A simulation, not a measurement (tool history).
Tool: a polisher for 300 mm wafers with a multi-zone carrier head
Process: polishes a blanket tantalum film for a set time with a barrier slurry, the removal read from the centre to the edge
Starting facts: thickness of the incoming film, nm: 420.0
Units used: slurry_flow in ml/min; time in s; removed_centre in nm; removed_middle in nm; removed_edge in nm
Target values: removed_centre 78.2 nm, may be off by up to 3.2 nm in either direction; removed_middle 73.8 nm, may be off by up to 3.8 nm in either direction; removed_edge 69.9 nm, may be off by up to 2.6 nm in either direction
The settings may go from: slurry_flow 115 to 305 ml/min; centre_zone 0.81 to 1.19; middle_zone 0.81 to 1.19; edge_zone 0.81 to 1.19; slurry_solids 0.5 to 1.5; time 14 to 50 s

run 1 hour=0 | slurry_flow=195 centre_zone=1 middle_zone=1 edge_zone=1 slurry_solids=1 time=32 | removed_centre=61.434 removed_middle=63.444 removed_edge=62.497
run 2 hour=5.9 | slurry_flow=205 centre_zone=1.03 middle_zone=1.02 edge_zone=1.01 slurry_solids=1.05 time=32 | removed_centre=64.126 removed_middle=67.271 removed_edge=65.095
run 3 hour=13.5 | slurry_flow=215 centre_zone=1.07 middle_zone=1.02 edge_zone=1.01 slurry_solids=1.05 time=32 | removed_centre=68.114 removed_middle=66.942 removed_edge=64.266
run 4 hour=21.7 | slurry_flow=225 centre_zone=1.09 middle_zone=1.03 edge_zone=1.02 slurry_solids=1.1 time=32 | removed_centre=70.457 removed_middle=69.105 removed_edge=68.168
run 5 hour=24.2 | slurry_flow=225 centre_zone=1.09 middle_zone=1.03 edge_zone=1.02 slurry_solids=1.1 time=35 | removed_centre=76.602 removed_middle=76.425 removed_edge=73.557
run 6 hour=28.1 | slurry_flow=225 centre_zone=1.09 middle_zone=1.03 edge_zone=1.07 slurry_solids=1.1 time=35 | removed_centre=79.154 removed_middle=76.776 removed_edge=75.081
run 7 hour=29.5 | slurry_flow=220 centre_zone=1.1 middle_zone=1.03 edge_zone=1.05 slurry_solids=1.05 time=35 | removed_centre=75.411 removed_middle=74.083 removed_edge=72.416
run 8 hour=31.5 | slurry_flow=235 centre_zone=1.17 middle_zone=1.04 edge_zone=0.99 slurry_solids=1.05 time=35 | removed_centre=82.878 removed_middle=75.031 removed_edge=71.57

Exercise: of the 4 proposed moves below, exactly one satisfies all targets within the stated allowed misses. Which move is it?
run A hour=33.5 | slurry_flow=235 centre_zone=1.12 middle_zone=1.04 edge_zone=0.99 slurry_solids=1.25 time=33 | removed_centre=? removed_middle=? removed_edge=?
run B hour=33.5 | slurry_flow=220 centre_zone=1.19 middle_zone=1.01 edge_zone=0.92 slurry_solids=1.05 time=36 | removed_centre=? removed_middle=? removed_edge=?
run C hour=33.5 | slurry_flow=280 centre_zone=1.18 middle_zone=0.98 edge_zone=0.93 slurry_solids=1 time=37 | removed_centre=? removed_middle=? removed_edge=?
run D hour=33.5 | slurry_flow=175 centre_zone=1.19 middle_zone=1.07 edge_zone=0.92 slurry_solids=1.05 time=38 | removed_centre=? removed_middle=? removed_edge=?

move=A removed_centre=77.1 removed_middle=72.146 removed_edge=70.697
move=B removed_centre=84.852 removed_middle=72.934 removed_edge=70.969
move=C removed_centre=88.119 removed_middle=74.259 removed_edge=73.997
move=D removed_centre=86.219 removed_middle=78.107 removed_edge=72.963
A: every result within its allowed miss
B: moves away from the targets compared with the last run
C: moves away from the targets compared with the last run
D: moves away from the targets compared with the last run
Answer: A
